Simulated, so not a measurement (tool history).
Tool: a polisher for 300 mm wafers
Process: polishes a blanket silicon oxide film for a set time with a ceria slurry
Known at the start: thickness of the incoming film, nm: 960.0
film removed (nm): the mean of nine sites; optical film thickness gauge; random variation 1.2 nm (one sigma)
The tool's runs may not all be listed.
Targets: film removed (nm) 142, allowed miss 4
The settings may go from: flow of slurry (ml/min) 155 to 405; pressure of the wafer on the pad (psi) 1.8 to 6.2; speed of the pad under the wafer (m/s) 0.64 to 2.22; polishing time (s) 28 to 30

run	hour	flow of slurry (ml/min)	pressure of the wafer on the pad (psi)	speed of the pad under the wafer (m/s)	polishing time (s)	film removed (nm)
1	0	260	4	1.42	30	279.01
2	6.7	260	4	1.42	28	260.58
3	12.7	260	3.6	1.4	28	239.45
4	14.8	260	3.6	1.66	28	279.76
5	19.4	260	3.6	1.66	30	295.04
6	25.7	215	3.6	1.66	30	291.47
7	32.3	215	3.3	1.58	30	263.97
8	37.7	215	3.1	1.5	30	239.7
9	45	215	2.9	1.44	30	222.34
10	48.3	215	2.7	1.38	30	206.05
11	53.3	215	2.6	1.32	30	190.05
12	58.7	215	2.5	1.3	30	184.58
13	66.6	215	2.4	1.28	30	176.76
14	73.9	215	2.3	1.26	30	167.44
15	80.4	215	2.2	1.26	30	165.39
16	82.1	215	2.1	1.24	30	157.8
17	86.7	220	2.1	1.24	30	155.58
18	91.4	230	2.1	1.24	30	158.2

Which of these 4 next moves meets every target?
A	96.1	215	2.5	1.16	28	?
B	96.1	290	2	1.5	30	?
C	96.1	175	1.8	1.36	28	?
D	96.1	230	2	1.36	30	?

move	film removed (nm)
A	151.17
B	186.39
C	141.37
D	166.06
A: nearer than the last run, and not there yet
B: further off than the last run
C: meets every target
D: further off than the last run
Move C is the one to make.
